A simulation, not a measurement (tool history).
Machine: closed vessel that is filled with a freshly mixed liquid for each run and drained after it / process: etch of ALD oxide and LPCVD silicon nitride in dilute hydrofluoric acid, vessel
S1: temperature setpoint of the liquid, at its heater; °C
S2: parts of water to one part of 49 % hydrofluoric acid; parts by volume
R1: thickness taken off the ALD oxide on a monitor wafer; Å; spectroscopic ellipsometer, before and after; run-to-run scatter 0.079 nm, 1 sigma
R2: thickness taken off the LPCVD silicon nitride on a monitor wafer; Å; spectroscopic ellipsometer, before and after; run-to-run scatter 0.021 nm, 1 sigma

Run 1, day 0: S1 20 °C, S2 85 parts by volume, time in the liquid (s) 75. Result: R1 225.11 Å, R2 4.4598 Å.
Run 2, day 0.029: S1 19 °C, S2 90 parts by volume, time in the liquid (s) 75. Result: R1 203.56 Å, R2 3.5257 Å.
Run 3, day 0.212: S1 19 °C, S2 110 parts by volume, time in the liquid (s) 75. Result: R1 163.11 Å, R2 2.8548 Å.
Run 4, day 0.421: S1 19 °C, S2 110 parts by volume, time in the liquid (s) 50. Result: R1 108.87 Å, R2 1.8941 Å.
Run 5, day 0.458: S1 21 °C, S2 110 parts by volume, time in the liquid (s) 50. Result: R1 117.18 Å, R2 2.3655 Å.
Run 6, day 0.662: S1 22 °C, S2 105 parts by volume, time in the liquid (s) 50. Result: R1 130.41 Å, R2 2.5091 Å.
Run 7, day 0.925: S1 23 °C, S2 105 parts by volume, time in the liquid (s) 50. Result: R1 135.09 Å, R2 2.6284 Å.
Run 8, day 1.175: S1 24 °C, S2 105 parts by volume, time in the liquid (s) 50. Result: R1 140.23 Å, R2 2.8248 Å.
Run 9, day 1.288: S1 24.5 °C, S2 105 parts by volume, time in the liquid (s) 50. Result: R1 141.6 Å, R2 3.3512 Å.
Run 10, day 1.612: S1 24.5 °C, S2 100 parts by volume, time in the liquid (s) 50. Result: R1 151.26 Å, R2 3.2304 Å.
Run 11, day 1.638: S1 24.5 °C, S2 95 parts by volume, time in the liquid (s) 50. Result: R1 160.17 Å, R2 3.2601 Å.
Run 12, day 1.779: S1 23.5 °C, S2 90 parts by volume, time in the liquid (s) 50. Result: R1 162.28 Å, R2 3.1405 Å.

Forecast run 13:
Run 13, day 1.867: S1 23 °C, S2 90 parts by volume, time in the liquid (s) 50. Result: R1 ?, R2 ?.

Logged for run 13: R1 160.34 Å, R2 2.8651 Å.

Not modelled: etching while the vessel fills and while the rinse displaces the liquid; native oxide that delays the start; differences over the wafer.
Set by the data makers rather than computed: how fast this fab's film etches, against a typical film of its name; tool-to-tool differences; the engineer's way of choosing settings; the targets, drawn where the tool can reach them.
